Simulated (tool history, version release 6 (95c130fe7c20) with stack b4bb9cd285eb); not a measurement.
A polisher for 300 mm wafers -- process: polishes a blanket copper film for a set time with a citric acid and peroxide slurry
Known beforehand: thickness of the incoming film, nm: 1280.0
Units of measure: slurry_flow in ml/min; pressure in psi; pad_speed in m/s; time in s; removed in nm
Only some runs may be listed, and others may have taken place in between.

| run | hour | slurry_flow | pressure | pad_speed | slurry_solids | time | removed |
|---|---|---|---|---|---|---|---|
| 1 | 0 | 185 | 4 | 0.9 | 1 | 91 | 235.96 |
| 2 | 6.9 | 165 | 4 | 0.9 | 1 | 91 | 229.89 |
| 3 | 7.7 | 160 | 3.9 | 0.9 | 1 | 91 | 223.33 |
| 4 | 11.5 | 155 | 3.8 | 0.9 | 1 | 91 | 218.84 |
| 5 | 12.2 | 150 | 3.7 | 0.9 | 1 | 91 | 211.38 |
| 6 | 13.6 | 150 | 3.7 | 0.74 | 1 | 91 | 174.61 |

The next listed run, before its measurement:
| 7 | 18 | 155 | 3.7 | 0.74 | 1 | 91 | ? |

Run 7 came out at removed 173.51 nm.
